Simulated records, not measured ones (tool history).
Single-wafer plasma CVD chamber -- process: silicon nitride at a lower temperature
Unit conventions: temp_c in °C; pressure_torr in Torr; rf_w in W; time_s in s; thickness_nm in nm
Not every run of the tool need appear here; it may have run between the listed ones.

run  hour  temp_c  pressure_torr  rf_w  time_s  thickness_nm
  1   0.0     340           1.73   275    25.5        29.603
  2   1.9     340           1.73   275    26.3        30.525
  3   8.2     340           1.66   270    26.3        29.723
  4  14.7     332           1.66   270    26.3        29.747
  5  21.9     332           1.43   270    26.3        28.902
     23.1  -- thermocouple changed; heater temperature recalibrated
  6  23.1     332           1.40   270    26.3        28.752
  7  23.9     332           1.37   270    26.3        28.913
  8  25.5     332           1.12   245    26.2        24.964

What does the tool deliver on the next run?
  9  32.1     332           1.16   245    26.2             ?

{"run 9": {"thickness_nm": 24.992}}
